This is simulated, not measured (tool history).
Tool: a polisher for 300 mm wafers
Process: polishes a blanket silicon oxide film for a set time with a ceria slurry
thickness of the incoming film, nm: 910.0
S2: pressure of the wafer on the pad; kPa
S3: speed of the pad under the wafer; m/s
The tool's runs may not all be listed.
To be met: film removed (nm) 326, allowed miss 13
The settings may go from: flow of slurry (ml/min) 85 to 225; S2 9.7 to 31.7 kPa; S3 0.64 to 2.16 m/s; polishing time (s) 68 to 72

run 1 hour=0 | flow_of_slurry_(ml/min)=145 S2=20.7 S3=1.4 polishing_time_(s)=68 | film_removed_(nm)=394.23
run 2 hour=5.7 | flow_of_slurry_(ml/min)=145 S2=25.5 S3=1.4 polishing_time_(s)=68 | film_removed_(nm)=497.47
run 3 hour=7.6 | flow_of_slurry_(ml/min)=145 S2=25.5 S3=1.58 polishing_time_(s)=68 | film_removed_(nm)=519.84
run 4 hour=11.1 | flow_of_slurry_(ml/min)=165 S2=25.5 S3=1.58 polishing_time_(s)=68 | film_removed_(nm)=536.33
run 5 hour=14 | flow_of_slurry_(ml/min)=165 S2=22.1 S3=1.56 polishing_time_(s)=68 | film_removed_(nm)=461.42
run 6 hour=19 | flow_of_slurry_(ml/min)=165 S2=20 S3=1.54 polishing_time_(s)=68 | film_removed_(nm)=417.06
run 7 hour=25 | flow_of_slurry_(ml/min)=165 S2=18.6 S3=1.52 polishing_time_(s)=68 | film_removed_(nm)=382
run 8 hour=27.2 | flow_of_slurry_(ml/min)=165 S2=17.9 S3=1.52 polishing_time_(s)=68 | film_removed_(nm)=374.35
run 9 hour=30.7 | flow_of_slurry_(ml/min)=165 S2=17.2 S3=1.52 polishing_time_(s)=68 | film_removed_(nm)=349.29
run 10 hour=33.5 | flow_of_slurry_(ml/min)=165 S2=16.5 S3=1.52 polishing_time_(s)=68 | film_removed_(nm)=343.62

Which of these 5 next moves meets every target?
run A hour=36.3 | flow_of_slurry_(ml/min)=175 S2=18.6 S3=1.32 polishing_time_(s)=68 | film_removed_(nm)=?
run B hour=36.3 | flow_of_slurry_(ml/min)=160 S2=16.5 S3=1.2 polishing_time_(s)=68 | film_removed_(nm)=?
run C hour=36.3 | flow_of_slurry_(ml/min)=190 S2=16.5 S3=1.7 polishing_time_(s)=68 | film_removed_(nm)=?
run D hour=36.3 | flow_of_slurry_(ml/min)=160 S2=13.8 S3=1.56 polishing_time_(s)=68 | film_removed_(nm)=?
run E hour=36.3 | flow_of_slurry_(ml/min)=180 S2=15.9 S3=1.44 polishing_time_(s)=68 | film_removed_(nm)=?

move=A film_removed_(nm)=345.62
move=B film_removed_(nm)=286.63
move=C film_removed_(nm)=369.37
move=D film_removed_(nm)=285
move=E film_removed_(nm)=314.56
A: further off than the last run
B: takes the result that was furthest off past its target
C: further off than the last run
D: takes the result that was furthest off past its target
E: meets every target
Answer: E
